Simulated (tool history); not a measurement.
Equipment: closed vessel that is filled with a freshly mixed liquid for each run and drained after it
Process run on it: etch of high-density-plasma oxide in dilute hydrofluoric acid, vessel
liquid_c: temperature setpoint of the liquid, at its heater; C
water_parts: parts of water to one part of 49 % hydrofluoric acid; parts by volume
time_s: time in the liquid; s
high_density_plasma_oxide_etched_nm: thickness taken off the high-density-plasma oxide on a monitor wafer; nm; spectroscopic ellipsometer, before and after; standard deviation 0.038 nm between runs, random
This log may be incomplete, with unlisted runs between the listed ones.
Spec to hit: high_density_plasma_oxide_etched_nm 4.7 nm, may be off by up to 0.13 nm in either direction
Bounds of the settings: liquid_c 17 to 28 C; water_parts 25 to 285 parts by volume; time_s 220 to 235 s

run,day,liquid_c,water_parts,time_s,high_density_plasma_oxide_etched_nm
1,0,20,155,220,6.8095
2,0.321,21.5,155,220,7.2183
3,0.383,21.5,130,220,8.9039
4,0.471,21.5,180,220,6.1266
5,0.754,21.5,145,220,7.7892
6,1.05,21.5,120,220,9.7297
7,1.375,20,140,220,7.8707
8,1.583,19,160,220,6.3117
9,1.95,18.5,170,220,5.8448
10,2.333,18,175,220,5.5113
11,2.521,17.5,180,220,5.2712
12,2.775,17.5,185,220,5.0572

Which of these 5 next moves meets every target?
A,3.029,17.5,195,235,?
B,3.029,17,195,220,?
C,3.029,17,180,220,?
D,3.029,17.5,205,220,?
E,3.029,19.5,210,235,?

move,high_density_plasma_oxide_etched_nm
A,5.1325
B,4.7101
C,5.1741
D,4.5284
E,5.0819
A: further off than the last run
B: meets every target
C: further off than the last run
D: the result that was furthest off in the last run now lies on the other side of its target
E: further off than the last run
Move B is the one to make.
